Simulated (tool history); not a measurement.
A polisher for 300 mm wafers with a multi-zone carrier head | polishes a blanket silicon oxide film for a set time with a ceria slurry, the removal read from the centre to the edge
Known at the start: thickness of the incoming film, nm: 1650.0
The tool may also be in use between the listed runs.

| run | hour | flow of slurry (ml/min) | pressure of the head's centre zone | pressure of the head's middle zone | pressure of the head's edge zone | polishing time (s) | film removed at the wafer's centre (Å) | film removed at mid-radius (Å) | film removed at the wafer's edge (Å) |
|---|---|---|---|---|---|---|---|---|---|
| 1 | 0 | 225 | 1 | 1 | 1 | 38 | 1196.7 | 1174.8 | 1122.5 |
| 2 | 5.2 | 225 | 1 | 1 | 1 | 47 | 1512.3 | 1438.9 | 1366.5 |
| 3 | 8.5 | 235 | 0.96 | 1 | 1.06 | 49 | 1500.2 | 1508.9 | 1479.2 |
| 4 | 9.2 | 235 | 0.96 | 1 | 1.06 | 44 | 1333.3 | 1373.6 | 1333.4 |
| 5 | 12.1 | 235 | 0.88 | 1 | 1.06 | 44 | 1247.1 | 1337.3 | 1338.5 |
| 6 | 14.9 | 235 | 0.94 | 1 | 1.06 | 44 | 1324.8 | 1343.6 | 1341.5 |

The next listed run, before its measurement:
| 7 | 15.6 | 245 | 0.93 | 1.01 | 1.1 | 46 | ? | ? | ? |

{"run 7": {"film removed at the wafer's centre (Å)": 1361.1, "film removed at mid-radius (Å)": 1449, "film removed at the wafer's edge (Å)": 1442.4}}
